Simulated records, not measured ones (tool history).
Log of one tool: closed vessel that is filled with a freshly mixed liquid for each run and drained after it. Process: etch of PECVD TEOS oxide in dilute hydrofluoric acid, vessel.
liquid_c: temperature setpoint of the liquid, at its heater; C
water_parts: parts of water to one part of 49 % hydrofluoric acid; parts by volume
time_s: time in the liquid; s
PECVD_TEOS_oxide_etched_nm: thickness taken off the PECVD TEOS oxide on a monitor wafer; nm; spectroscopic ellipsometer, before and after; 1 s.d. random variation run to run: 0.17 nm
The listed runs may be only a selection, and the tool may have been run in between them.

{"run": 1, "hour": 0.0, "liquid_c": 25, "water_parts": 200, "time_s": 195, "PECVD_TEOS_oxide_etched_nm": 7.9132}
{"run": 2, "hour": 7.7, "liquid_c": 22, "water_parts": 200, "time_s": 195, "PECVD_TEOS_oxide_etched_nm": 7.0336}
{"run": 3, "hour": 15.0, "liquid_c": 25.5, "water_parts": 165, "time_s": 195, "PECVD_TEOS_oxide_etched_nm": 10.258}
{"run": 4, "hour": 23.7, "liquid_c": 27.5, "water_parts": 145, "time_s": 195, "PECVD_TEOS_oxide_etched_nm": 12.855}
{"run": 5, "hour": 29.5, "liquid_c": 27.5, "water_parts": 80, "time_s": 195, "PECVD_TEOS_oxide_etched_nm": 25.03}
{"run": 6, "hour": 34.0, "liquid_c": 31, "water_parts": 80, "time_s": 195, "PECVD_TEOS_oxide_etched_nm": 29.142}
{"run": 7, "hour": 39.0, "liquid_c": 29, "water_parts": 80, "time_s": 195, "PECVD_TEOS_oxide_etched_nm": 26.715}
{"run": 8, "hour": 46.9, "liquid_c": 27.5, "water_parts": 80, "time_s": 195, "PECVD_TEOS_oxide_etched_nm": 25.789}

Estimate the outcome of run 9 from the log above:
{"run": 9, "hour": 48.3, "liquid_c": 25.5, "water_parts": 80, "time_s": 195, "PECVD_TEOS_oxide_etched_nm": "?"}

Run 9 measured PECVD_TEOS_oxide_etched_nm 23.508 nm.
